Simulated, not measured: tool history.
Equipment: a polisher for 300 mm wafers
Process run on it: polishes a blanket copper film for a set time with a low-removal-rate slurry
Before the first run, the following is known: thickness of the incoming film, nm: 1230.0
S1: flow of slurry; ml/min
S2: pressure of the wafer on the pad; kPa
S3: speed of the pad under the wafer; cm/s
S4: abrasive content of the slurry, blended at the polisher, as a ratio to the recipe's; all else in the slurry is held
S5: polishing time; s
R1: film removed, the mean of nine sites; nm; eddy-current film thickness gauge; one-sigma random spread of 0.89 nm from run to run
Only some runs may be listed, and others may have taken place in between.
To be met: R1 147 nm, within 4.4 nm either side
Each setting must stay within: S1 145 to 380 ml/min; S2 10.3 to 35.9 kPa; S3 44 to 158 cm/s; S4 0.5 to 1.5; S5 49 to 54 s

run	day	S1	S2	S3	S4	S5	R1
1	0	245	22.8	100	1	54	192.93
2	0.325	245	22.8	88	1	54	169.51
3	0.683	245	22.1	88	1	54	164.48
4	0.883	245	25.5	88	1	54	187.64
5	0.979	245	24.1	88	1	54	178.4
6	1.071	245	22.8	88	1	54	167.6
7	1.138	245	22.1	88	1	54	164.86
8	1.425	245	21.4	88	1	54	158.32
9	1.642	245	20.7	88	1	54	156.21

5 next moves are on the table. One of them brings every result within its allowed miss. Which?
A	1.858	250	21.4	96	1.05	54	?
B	1.858	270	23.4	90	0.85	53	?
C	1.858	165	22.8	92	1.2	52	?
D	1.858	250	20	98	1	54	?
E	1.858	195	22.8	84	1.15	49	?

move	R1
A	176.93
B	168.83
C	168.3
D	167.88
E	147.83
A: moves away from the targets compared with the last run
B: moves away from the targets compared with the last run
C: moves away from the targets compared with the last run
D: moves away from the targets compared with the last run
E: every result lands within tolerance
The right move is E.
